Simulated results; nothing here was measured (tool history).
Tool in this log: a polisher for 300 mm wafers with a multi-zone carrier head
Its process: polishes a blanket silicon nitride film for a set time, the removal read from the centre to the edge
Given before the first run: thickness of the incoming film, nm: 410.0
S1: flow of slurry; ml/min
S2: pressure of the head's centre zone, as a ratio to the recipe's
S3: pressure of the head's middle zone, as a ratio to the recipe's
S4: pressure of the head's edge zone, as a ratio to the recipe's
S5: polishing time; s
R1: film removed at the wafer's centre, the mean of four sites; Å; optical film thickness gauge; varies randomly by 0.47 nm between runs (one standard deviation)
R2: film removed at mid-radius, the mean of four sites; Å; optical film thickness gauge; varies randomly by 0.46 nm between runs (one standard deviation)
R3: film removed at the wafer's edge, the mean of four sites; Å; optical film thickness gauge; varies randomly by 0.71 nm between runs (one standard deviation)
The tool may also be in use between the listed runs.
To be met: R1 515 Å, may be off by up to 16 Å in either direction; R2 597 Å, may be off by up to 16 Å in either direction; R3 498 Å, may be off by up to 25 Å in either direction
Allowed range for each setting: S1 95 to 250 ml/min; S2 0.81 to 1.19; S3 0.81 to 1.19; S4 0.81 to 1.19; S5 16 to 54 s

run	day	S1	S2	S3	S4	S5	R1	R2	R3
1	0	160	1	1	1	35	450.57	459.58	453.41
2	0.288	160	1	1	0.94	35	449.08	449.35	445.6
3	0.392	160	1.06	1	0.94	35	469.84	454.58	441.22
4	0.667	170	1.06	1.04	0.96	35	481.83	471.3	453.84
5	0.967	140	1.06	1.04	0.96	35	460.67	453.36	444.62
6	1.225	140	1.11	1.04	0.96	35	477.44	457.97	434.64
7	1.5	160	1.07	1.07	0.93	36	491.14	489.53	444.56
8	1.829	170	1.05	1.1	0.95	36	486.45	517.25	465.97
9	1.95	180	1.05	1.11	0.95	36	497.14	524.83	476.6
10	2.262	180	1.05	1.11	0.95	36	490.44	520.14	460.38
11	2.358	190	1.05	1.13	0.96	36	500.1	528.6	475.86
12	2.525	195	1.04	1.14	0.95	36	493.05	539.85	474.87
13	2.725	200	1.04	1.15	0.95	36	498.83	544.39	467.52
14	3.038	205	1.03	1.16	0.95	36	492.18	544.73	475.99
15	3.167	205	1.03	1.17	0.94	37	507.66	565.24	488.84
16	3.508	205	1.02	1.17	0.93	37	501.04	571.51	477.56
17	3.675	210	1.02	1.17	0.93	37	506.71	575.98	484.62
18	3.796	215	1.02	1.17	0.93	37	507.56	583.24	490.94

5 next moves are on the table. One of them brings every result within its allowed miss. Which?
A	3.917	205	1.09	1.15	0.93	36	?	?	?
B	3.917	200	1.01	1.19	0.94	38	?	?	?
C	3.917	250	1.03	1.11	0.95	37	?	?	?
D	3.917	215	0.95	1.15	1.02	40	?	?	?
E	3.917	180	1.08	1.19	0.87	37	?	?	?

move	R1	R2	R3
A	529.66	550.11	464.93
B	515.75	596.09	491.58
C	529.46	563.42	492.67
D	516.36	615.87	542.67
E	527.04	570.34	456.06
A: the biggest miss grows against the last run
B: in spec on every target
C: the biggest miss grows against the last run
D: carries the result that was furthest off beyond its target, to the other side
E: the biggest miss grows against the last run
B is the move that brings every result within its allowed miss.
